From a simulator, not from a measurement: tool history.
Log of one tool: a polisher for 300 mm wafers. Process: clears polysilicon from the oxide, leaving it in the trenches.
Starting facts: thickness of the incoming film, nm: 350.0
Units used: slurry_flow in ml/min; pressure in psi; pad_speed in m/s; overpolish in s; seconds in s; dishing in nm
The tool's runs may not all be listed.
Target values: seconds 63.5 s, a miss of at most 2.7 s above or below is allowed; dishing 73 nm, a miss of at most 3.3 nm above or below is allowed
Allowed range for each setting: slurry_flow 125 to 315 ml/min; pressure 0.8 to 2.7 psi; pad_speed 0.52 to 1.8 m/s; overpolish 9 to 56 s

run,day,slurry_flow,pressure,pad_speed,overpolish,seconds,dishing
1,0,205,1.7,1.16,29,29.859,77.532
2,0.288,205,1.5,1.1,26,35.141,75.64
3,0.529,205,1.5,1.1,18,35.39,70.607
4,0.592,205,1.3,1.06,20,41.519,68.93
5,0.683,205,1.2,1.02,25,46.674,68.893
6,0.746,160,1.2,1.02,25,49.253,70.285
7,1,155,1.1,1.02,28,53.101,71.801
8,1.112,150,1.1,1.02,29,54.671,72.604
# day 1.412: worn pad replaced by a new one
9,1.412,145,1.1,1.02,30,49.832,72.911
10,1.696,140,1,1,32,56.64,72.834
11,1.767,140,1,1,32,56.577,71.43
12,2.108,135,1,1,34,58.037,71.506

Exercise: of the 5 proposed moves below, exactly one satisfies all targets within the stated allowed misses. Which move is it?
A,2.45,140,0.9,0.98,38,?,?
B,2.45,265,0.9,1.04,30,?,?
C,2.45,135,1.2,1.02,29,?,?
D,2.45,285,0.9,1.08,29,?,?
E,2.45,135,1.6,0.66,30,?,?

move,seconds,dishing
A,64.314,72.386
B,54.91,71.19
C,47.451,72.858
D,52.545,71.353
E,54.571,71.289
A: every result within its allowed miss
B: its largest miss is bigger than the last run's
C: its largest miss is bigger than the last run's
D: its largest miss is bigger than the last run's
E: its largest miss is bigger than the last run's
Go with A: it meets all targets.
